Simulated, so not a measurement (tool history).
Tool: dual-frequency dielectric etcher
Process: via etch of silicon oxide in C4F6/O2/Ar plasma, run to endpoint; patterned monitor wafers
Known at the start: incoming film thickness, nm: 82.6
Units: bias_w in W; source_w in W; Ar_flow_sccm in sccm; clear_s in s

run	hour	bias_w	source_w	Ar_flow_sccm	clear_s
1	0.0	426	390	344	20.246
2	7.7	426	350	344	20.810
3	14.7	426	390	344	20.193
4	21.5	406	390	345	20.544
5	27.1	454	390	345	19.675
6	28.5	454	420	345	19.149
7	33.4	369	400	348	21.067

Forecast run 8:
8	37.7	360	400	348	?

Run 8 gave clear_s 21.575 s.
